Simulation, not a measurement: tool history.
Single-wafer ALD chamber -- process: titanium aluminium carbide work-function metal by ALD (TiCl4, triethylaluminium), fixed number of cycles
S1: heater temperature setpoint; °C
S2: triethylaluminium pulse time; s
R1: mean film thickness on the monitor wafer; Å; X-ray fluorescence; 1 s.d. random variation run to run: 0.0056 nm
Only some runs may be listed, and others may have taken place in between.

run,day,S1,S2,R1
1,0,280,15.44,19.639
2,0.329,275,13.31,18.885
3,0.625,281,13.31,19.457
4,0.929,281,9.46,17.642
5,1.267,281,11.45,18.916
6,1.304,286,11.45,19.521
7,1.546,274,6.51,9.6007
8,1.604,277,6.53,9.8839
9,1.788,280,6.55,10.17
10,1.888,285,6.65,10.898
11,2.108,297,11.59,20.689
12,2.242,292,11.49,20.078
13,2.496,288,11.43,19.611
14,2.825,285,11.39,19.335
15,3.058,282,11.36,19.065
16,3.104,270,6.42,8.9596
17,3.238,270,6.42,9.0651
18,3.312,270,6.42,9.0564
19,3.542,270,6.42,8.9924
20,3.6,276,6.48,9.6539

Run 21 has not been measured yet. What should we expect?
21,3.646,282,6.61,?

R1: 10.494 Å
